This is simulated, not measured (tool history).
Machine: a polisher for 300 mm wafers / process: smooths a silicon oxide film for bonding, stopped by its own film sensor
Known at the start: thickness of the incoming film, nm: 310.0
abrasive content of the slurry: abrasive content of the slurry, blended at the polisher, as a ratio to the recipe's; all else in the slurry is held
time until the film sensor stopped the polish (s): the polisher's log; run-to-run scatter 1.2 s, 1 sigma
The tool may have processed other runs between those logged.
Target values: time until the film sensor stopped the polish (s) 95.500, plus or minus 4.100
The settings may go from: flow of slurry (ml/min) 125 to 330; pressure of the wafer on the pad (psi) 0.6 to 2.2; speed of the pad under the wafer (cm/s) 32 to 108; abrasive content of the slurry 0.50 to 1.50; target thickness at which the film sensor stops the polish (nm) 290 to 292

| run | hour | flow of slurry (ml/min) | pressure of the wafer on the pad (psi) | speed of the pad under the wafer (cm/s) | abrasive content of the slurry | target thickness at which the film sensor stops the polish (nm) | time until the film sensor stopped the polish (s) |
|---|---|---|---|---|---|---|---|
| 1 | 0.0 | 210 | 1.4 | 70 | 1.00 | 290 | 52.033 |
| 2 | 3.4 | 210 | 1.3 | 70 | 1.00 | 290 | 55.248 |
| 3 | 5.0 | 160 | 1.3 | 70 | 1.00 | 290 | 56.164 |
| 4 | 6.8 | 160 | 1.2 | 70 | 1.00 | 290 | 60.178 |
| 5 | 10.8 | 160 | 1.2 | 70 | 1.00 | 292 | 54.427 |
| 6 | 17.2 | 160 | 1.2 | 70 | 1.10 | 292 | 50.932 |
| 7 | 21.1 | 160 | 1.1 | 66 | 1.10 | 292 | 56.841 |
| 8 | 22.5 | 160 | 1.0 | 62 | 1.10 | 292 | 63.792 |
| 9 | 27.4 | 160 | 0.9 | 60 | 1.10 | 292 | 70.940 |
| 10 | 34.8 | 160 | 0.9 | 58 | 1.10 | 292 | 72.767 |

Which single option among these 5 for the next run brings every result within its allowed miss of target? Just one does.
| A | 42.2 | 125 | 0.9 | 46 | 0.95 | 292 | ? |
| B | 42.2 | 125 | 1.0 | 32 | 1.10 | 291 | ? |
| C | 42.2 | 145 | 0.7 | 56 | 1.05 | 290 | ? |
| D | 42.2 | 165 | 0.6 | 56 | 1.05 | 291 | ? |
| E | 42.2 | 145 | 1.2 | 72 | 1.00 | 292 | ? |

| move | time until the film sensor stopped the polish (s) |
|---|---|
| A | 96.656 |
| B | 106.890 |
| C | 103.940 |
| D | 108.130 |
| E | 53.938 |
A: every result lands within tolerance
B: the result that was furthest off in the last run now lies on the other side of its target
C: the result that was furthest off in the last run now lies on the other side of its target
D: the result that was furthest off in the last run now lies on the other side of its target
E: its largest miss is bigger than the last run's
So the answer is move A, the one that meets all the targets.
